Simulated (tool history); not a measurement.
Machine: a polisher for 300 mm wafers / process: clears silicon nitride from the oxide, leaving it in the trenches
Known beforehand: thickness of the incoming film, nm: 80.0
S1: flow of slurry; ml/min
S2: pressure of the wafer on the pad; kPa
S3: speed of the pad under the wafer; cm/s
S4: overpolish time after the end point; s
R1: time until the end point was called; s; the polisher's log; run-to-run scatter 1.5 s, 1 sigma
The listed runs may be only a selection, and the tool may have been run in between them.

run 1 day=0 | S1=160 S2=17.2 S3=82 S4=35 | R1=110.53
run 2 day=0.204 | S1=160 S2=17.9 S3=82 S4=35 | R1=107.67
run 3 day=0.342 | S1=160 S2=18.6 S3=82 S4=35 | R1=105.46
run 4 day=0.454 | S1=160 S2=18.6 S3=82 S4=37 | R1=106.66
run 5 day=0.762 | S1=160 S2=19.3 S3=82 S4=37 | R1=105.47
run 6 day=1.021 | S1=140 S2=19.3 S3=82 S4=37 | R1=105.9
run 7 day=1.308 | S1=140 S2=20 S3=82 S4=37 | R1=108.45
run 8 day=1.333 | S1=145 S2=20.7 S3=82 S4=37 | R1=102.13
run 9 day=1.425 | S1=150 S2=21.4 S3=82 S4=37 | R1=94.037

Predict the results of run 10:
run 10 day=1.467 | S1=155 S2=21.4 S3=82 S4=37 | R1=?

R1: 98.09 s

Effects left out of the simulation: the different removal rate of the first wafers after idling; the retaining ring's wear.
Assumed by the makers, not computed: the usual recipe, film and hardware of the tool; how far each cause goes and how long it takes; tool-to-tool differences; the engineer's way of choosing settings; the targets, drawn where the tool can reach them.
